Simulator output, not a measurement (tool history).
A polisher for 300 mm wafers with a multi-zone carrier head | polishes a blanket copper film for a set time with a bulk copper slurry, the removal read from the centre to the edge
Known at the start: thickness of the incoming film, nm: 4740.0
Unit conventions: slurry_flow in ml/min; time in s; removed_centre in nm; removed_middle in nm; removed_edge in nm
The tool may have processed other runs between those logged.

run,hour,slurry_flow,centre_zone,middle_zone,edge_zone,slurry_solids,time,removed_centre,removed_middle,removed_edge
1,0.0,155,1.00,1.00,1.00,1.00,31,138.38,150.92,142.53
2,5.3,155,1.00,1.00,1.00,1.00,25,113.63,118.49,114.11
3,6.8,155,1.00,1.00,1.00,0.85,25,107.47,112.20,110.78
4,12.0,155,1.00,1.00,1.00,1.05,25,112.97,118.17,116.57
5,16.6,155,1.00,1.00,1.04,1.05,25,114.47,118.93,120.75
6,25.5,155,1.00,1.00,1.11,1.05,25,114.52,118.82,122.21
# hour 27.3: slurry nozzle cleaned
7,27.3,160,1.01,0.99,1.12,1.10,26,135.40,140.47,140.38
8,30.3,165,1.02,0.97,1.13,1.10,26,136.28,138.44,139.08
9,32.4,165,1.03,0.95,1.14,1.15,26,140.38,133.43,143.60
10,40.1,170,1.04,0.94,1.15,1.15,26,141.92,138.23,145.15
11,48.2,175,1.05,0.93,1.15,1.15,26,142.48,130.90,143.09
12,54.1,175,1.06,0.93,1.15,1.20,26,148.57,136.45,146.36
13,58.5,180,1.06,0.93,1.15,1.25,26,152.53,138.53,148.05
14,66.6,180,1.06,0.93,1.15,1.25,26,153.76,138.90,148.79
15,75.0,190,1.07,0.91,1.17,1.40,27,165.81,147.09,162.89

Run 16, settings as shown, results not yet in. Your forecast:
16,83.1,190,1.08,0.91,1.17,1.40,27,?,?,?

{"run 16": {"removed_centre": 169.36, "removed_middle": 146.93, "removed_edge": 162.68}}
